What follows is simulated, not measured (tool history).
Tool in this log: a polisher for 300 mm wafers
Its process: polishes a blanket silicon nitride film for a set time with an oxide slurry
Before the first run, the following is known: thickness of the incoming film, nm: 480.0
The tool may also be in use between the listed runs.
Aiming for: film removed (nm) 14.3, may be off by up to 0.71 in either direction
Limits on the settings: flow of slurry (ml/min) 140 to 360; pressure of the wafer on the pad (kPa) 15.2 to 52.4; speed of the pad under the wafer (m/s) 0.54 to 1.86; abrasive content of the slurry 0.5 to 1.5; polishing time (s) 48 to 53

run    day  flow of slurry (ml/min)  pressure of the wafer on the pad (kPa)  speed of the pad under the wafer (m/s)  abrasive content of the slurry  polishing time (s)  film removed (nm)
  1      0                      230                                    33.8                                    1.18                               1                  53             31.243
  2  0.304                      230                                    29.6                                     1.1                               1                  53             27.824
  3  0.329                      230                                    36.5                                     1.1                               1                  53             32.463
  4  0.562                      230                                    31.7                                    0.98                               1                  53             27.882
  5  0.712                      230                                    31.7                                    0.98                               1                  53             27.494
  6  1.046                      230                                    35.2                                    0.98                               1                  53             30.318
  7  1.346                      230                                    30.3                                    0.88                            0.95                  52             23.837
  8   1.55                      230                                    26.9                                    0.82                            0.95                  52             20.941
     1.704  -- conditioning disc replaced and pad reconditioned
  9  1.704                      230                                    24.1                                     0.8                            0.95                  52              23.22
 10  1.925                      225                                    23.4                                    0.74                            0.85                  51             19.506
 11  2.075                      225                                    22.1                                    0.68                             0.8                  50             16.121

Next run, 4 choices. One meets every target within its allowed miss, the rest don't. Which?
  A  2.225                      220                                    21.4                                    0.76                             0.8                  51                  ?
  B  2.225                      205                                      20                                    0.66                             0.8                  51                  ?
  C  2.225                      240                                    27.6                                     0.6                             0.8                  52                  ?
  D  2.225                      175                                      20                                    1.18                             0.7                  52                  ?

move  film removed (nm)
   A             16.966
   B             14.176
   C              18.56
   D             19.798
A: misses by more than the last run did
B: meets every target
C: misses by more than the last run did
D: misses by more than the last run did
The right move is B.

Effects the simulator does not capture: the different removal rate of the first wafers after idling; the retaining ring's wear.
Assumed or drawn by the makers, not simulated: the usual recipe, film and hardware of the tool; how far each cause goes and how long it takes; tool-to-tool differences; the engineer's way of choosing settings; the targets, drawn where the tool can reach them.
